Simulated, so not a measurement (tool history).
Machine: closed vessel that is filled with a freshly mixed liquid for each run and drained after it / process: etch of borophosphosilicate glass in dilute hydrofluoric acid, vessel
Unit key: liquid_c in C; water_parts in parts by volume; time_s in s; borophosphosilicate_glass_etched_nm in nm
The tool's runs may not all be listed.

run	hour	liquid_c	water_parts	time_s	borophosphosilicate_glass_etched_nm
1	0.0	20.0	175	90	13.042
2	8.8	22.5	150	90	17.430
3	13.8	22.5	150	70	13.423
4	20.2	23.5	115	70	18.935
5	21.7	23.5	115	70	19.128
6	30.8	23.5	145	70	14.530
7	37.0	27.5	75	70	35.797

What does the tool deliver on the next run?
8	42.6	27.0	75	70	?

{"run 8": {"borophosphosilicate_glass_etched_nm": 35.494}}

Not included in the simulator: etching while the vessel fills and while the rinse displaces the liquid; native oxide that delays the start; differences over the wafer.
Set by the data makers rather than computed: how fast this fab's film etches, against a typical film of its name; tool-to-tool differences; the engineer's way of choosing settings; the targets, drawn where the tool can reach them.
